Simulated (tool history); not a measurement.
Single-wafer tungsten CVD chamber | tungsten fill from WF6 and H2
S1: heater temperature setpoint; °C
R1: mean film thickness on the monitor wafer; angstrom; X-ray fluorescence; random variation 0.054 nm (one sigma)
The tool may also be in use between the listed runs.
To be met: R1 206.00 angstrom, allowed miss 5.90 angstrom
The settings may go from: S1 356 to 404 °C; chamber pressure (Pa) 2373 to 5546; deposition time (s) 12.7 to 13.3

run 1 hour=0.0 | S1=380 chamber_pressure_(Pa)=3960 deposition_time_(s)=13.3 | R1=302.86
run 2 hour=4.4 | S1=375 chamber_pressure_(Pa)=3920 deposition_time_(s)=13.3 | R1=269.52
run 3 hour=10.6 | S1=371 chamber_pressure_(Pa)=3893 deposition_time_(s)=13.3 | R1=242.45
run 4 hour=13.7 | S1=369 chamber_pressure_(Pa)=3880 deposition_time_(s)=13.3 | R1=230.66
run 5 hour=19.1 | S1=369 chamber_pressure_(Pa)=4440 deposition_time_(s)=13.3 | R1=249.14
run 6 hour=23.8 | S1=369 chamber_pressure_(Pa)=3933 deposition_time_(s)=13.3 | R1=232.57
run 7 hour=30.7 | S1=369 chamber_pressure_(Pa)=3933 deposition_time_(s)=13.3 | R1=232.70
run 8 hour=37.2 | S1=368 chamber_pressure_(Pa)=3920 deposition_time_(s)=13.3 | R1=226.86
run 9 hour=44.6 | S1=363 chamber_pressure_(Pa)=3893 deposition_time_(s)=13.3 | R1=199.44

5 next moves are on the table. One of them brings every result within its allowed miss. Which?
run A hour=52.0 | S1=364 chamber_pressure_(Pa)=4106 deposition_time_(s)=13.0 | R1=?
run B hour=52.0 | S1=362 chamber_pressure_(Pa)=3453 deposition_time_(s)=13.3 | R1=?
run C hour=52.0 | S1=362 chamber_pressure_(Pa)=4120 deposition_time_(s)=12.8 | R1=?
run D hour=52.0 | S1=363 chamber_pressure_(Pa)=3933 deposition_time_(s)=12.7 | R1=?
run E hour=52.0 | S1=362 chamber_pressure_(Pa)=3973 deposition_time_(s)=12.7 | R1=?

move=A R1=205.79
move=B R1=182.50
move=C R1=193.05
move=D R1=191.65
move=E R1=187.90
A: meets every target
B: further off than the last run
C: further off than the last run
D: further off than the last run
E: further off than the last run
Move A is the one to make.
